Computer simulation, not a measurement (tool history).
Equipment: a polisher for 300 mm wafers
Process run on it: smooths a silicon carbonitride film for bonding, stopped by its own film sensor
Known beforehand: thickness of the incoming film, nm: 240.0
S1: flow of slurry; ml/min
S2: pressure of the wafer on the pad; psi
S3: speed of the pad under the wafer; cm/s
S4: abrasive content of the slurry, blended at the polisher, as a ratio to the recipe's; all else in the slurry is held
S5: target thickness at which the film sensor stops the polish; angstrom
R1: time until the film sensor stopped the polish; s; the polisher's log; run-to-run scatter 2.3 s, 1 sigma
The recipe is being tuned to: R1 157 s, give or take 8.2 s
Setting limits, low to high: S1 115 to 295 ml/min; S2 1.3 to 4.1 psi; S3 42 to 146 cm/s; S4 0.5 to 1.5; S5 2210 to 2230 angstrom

{"run": 1, "hour": 0.0, "S1": 190, "S2": 2.7, "S3": 94, "S4": 1, "S5": 2210, "R1": 61.807}
{"run": 2, "hour": 7.0, "S1": 190, "S2": 2.5, "S3": 88, "S4": 1, "S5": 2210, "R1": 67.672}
{"run": 3, "hour": 7.9, "S1": 190, "S2": 2.5, "S3": 88, "S4": 1, "S5": 2230, "R1": 62.964}
{"run": 4, "hour": 12.3, "S1": 190, "S2": 2.5, "S3": 88, "S4": 1.1, "S5": 2230, "R1": 61.235}
{"run": 5, "hour": 17.9, "S1": 190, "S2": 2.5, "S3": 98, "S4": 1.1, "S5": 2230, "R1": 55.01}
{"run": 6, "hour": 24.8, "S1": 190, "S2": 2.5, "S3": 98, "S4": 1.25, "S5": 2230, "R1": 52.658}
{"run": 7, "hour": 33.8, "S1": 185, "S2": 2.3, "S3": 90, "S4": 1.2, "S5": 2230, "R1": 62.664}
{"run": 8, "hour": 37.3, "S1": 185, "S2": 2.1, "S3": 82, "S4": 1.15, "S5": 2230, "R1": 75.192}
{"run": 9, "hour": 39.4, "S1": 185, "S2": 2, "S3": 76, "S4": 1.15, "S5": 2230, "R1": 79.491}
{"run": 10, "hour": 45.3, "S1": 160, "S2": 1.3, "S3": 50, "S4": 0.9, "S5": 2210, "R1": 212.35}
{"run": 11, "hour": 49.0, "S1": 165, "S2": 1.4, "S3": 50, "S4": 0.9, "S5": 2210, "R1": 205.74}
{"run": 12, "hour": 55.5, "S1": 170, "S2": 1.5, "S3": 50, "S4": 0.9, "S5": 2210, "R1": 189.52}
{"run": 13, "hour": 57.2, "S1": 175, "S2": 1.5, "S3": 50, "S4": 0.9, "S5": 2210, "R1": 184.58}
{"run": 14, "hour": 64.5, "S1": 180, "S2": 1.5, "S3": 50, "S4": 0.9, "S5": 2210, "R1": 185.08}
{"run": 15, "hour": 68.6, "S1": 185, "S2": 1.5, "S3": 50, "S4": 0.9, "S5": 2210, "R1": 184.22}
{"run": 16, "hour": 75.8, "S1": 190, "S2": 1.5, "S3": 50, "S4": 0.9, "S5": 2210, "R1": 184.55}
{"run": 17, "hour": 76.4, "S1": 195, "S2": 1.5, "S3": 50, "S4": 0.9, "S5": 2210, "R1": 186.94}
{"run": 18, "hour": 77.1, "S1": 195, "S2": 1.6, "S3": 50, "S4": 0.9, "S5": 2210, "R1": 169.22}
{"run": 19, "hour": 80.5, "S1": 200, "S2": 1.6, "S3": 50, "S4": 0.9, "S5": 2210, "R1": 175.9}

Of the 5 settings listed for the next run, only one would bring every result within its allowed miss of target. Which one?
{"run": "A", "hour": 83.9, "S1": 245, "S2": 1.4, "S3": 42, "S4": 0.95, "S5": 2220, "R1": "?"}
{"run": "B", "hour": 83.9, "S1": 195, "S2": 1.5, "S3": 52, "S4": 0.8, "S5": 2210, "R1": "?"}
{"run": "C", "hour": 83.9, "S1": 200, "S2": 1.7, "S3": 48, "S4": 0.8, "S5": 2230, "R1": "?"}
{"run": "D", "hour": 83.9, "S1": 220, "S2": 1.6, "S3": 44, "S4": 0.8, "S5": 2210, "R1": "?"}
{"run": "E", "hour": 83.9, "S1": 190, "S2": 1.4, "S3": 50, "S4": 0.65, "S5": 2230, "R1": "?"}

move=A R1=208.58
move=B R1=190.58
move=C R1=160.89
move=D R1=201.89
move=E R1=204.32
A: its largest miss is bigger than the last run's
B: its largest miss is bigger than the last run's
C: meets every target
D: its largest miss is bigger than the last run's
E: its largest miss is bigger than the last run's
The right move is C.
